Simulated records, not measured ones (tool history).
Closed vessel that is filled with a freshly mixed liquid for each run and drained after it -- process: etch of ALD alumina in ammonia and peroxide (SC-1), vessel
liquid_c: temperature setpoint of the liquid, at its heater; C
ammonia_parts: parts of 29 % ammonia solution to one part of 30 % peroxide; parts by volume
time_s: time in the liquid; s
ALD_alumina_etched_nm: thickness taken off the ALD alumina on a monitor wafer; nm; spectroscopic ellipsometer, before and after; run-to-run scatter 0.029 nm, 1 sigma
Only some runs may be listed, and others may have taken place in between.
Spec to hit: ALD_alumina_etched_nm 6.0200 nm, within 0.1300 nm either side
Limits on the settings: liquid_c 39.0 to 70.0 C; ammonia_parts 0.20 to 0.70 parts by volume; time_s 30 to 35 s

| run | day | liquid_c | ammonia_parts | time_s | ALD_alumina_etched_nm |
|---|---|---|---|---|---|
| 1 | 0.000 | 55.0 | 0.40 | 35 | 3.1843 |
| 2 | 0.138 | 58.0 | 0.40 | 35 | 3.7515 |
| 3 | 0.225 | 58.0 | 0.30 | 35 | 3.6595 |
| 4 | 0.500 | 60.5 | 0.30 | 35 | 4.1515 |
| 5 | 0.762 | 60.5 | 0.20 | 35 | 3.9913 |
| 6 | 0.871 | 55.5 | 0.20 | 35 | 3.1014 |
| 7 | 1.229 | 55.5 | 0.20 | 35 | 3.0683 |
| 8 | 1.492 | 59.0 | 0.20 | 35 | 3.7136 |
| 9 | 1.688 | 59.0 | 0.20 | 35 | 3.7500 |
| 10 | 1.983 | 61.5 | 0.20 | 35 | 4.1721 |
| 11 | 2.033 | 63.5 | 0.20 | 35 | 4.6437 |
| 12 | 2.096 | 65.0 | 0.20 | 35 | 5.0199 |
| 13 | 2.183 | 66.0 | 0.20 | 35 | 5.2822 |
| 14 | 2.342 | 66.5 | 0.20 | 35 | 5.3683 |
|  | 2.379 | new drum of ammonia solution connected |
| 15 | 2.379 | 67.0 | 0.20 | 35 | 5.5701 |
| 16 | 2.567 | 67.5 | 0.20 | 35 | 5.7779 |
| 17 | 2.738 | 68.0 | 0.20 | 35 | 5.8593 |

Exercise: of the 5 proposed moves below, exactly one satisfies all targets within the stated allowed misses. Which move is it?
| A | 2.908 | 67.5 | 0.30 | 35 | ? |
| B | 2.908 | 69.5 | 0.20 | 35 | ? |
| C | 2.908 | 70.0 | 0.20 | 35 | ? |
| D | 2.908 | 67.5 | 0.20 | 35 | ? |
| E | 2.908 | 69.0 | 0.25 | 35 | ? |

| move | ALD_alumina_etched_nm |
|---|---|
| A | 5.9731 |
| B | 6.3341 |
| C | 6.4884 |
| D | 5.7483 |
| E | 6.3150 |
A: meets every target
B: takes the result that was furthest off past its target
C: takes the result that was furthest off past its target
D: moves away from the targets compared with the last run
E: takes the result that was furthest off past its target
A is the move that brings every result within its allowed miss.
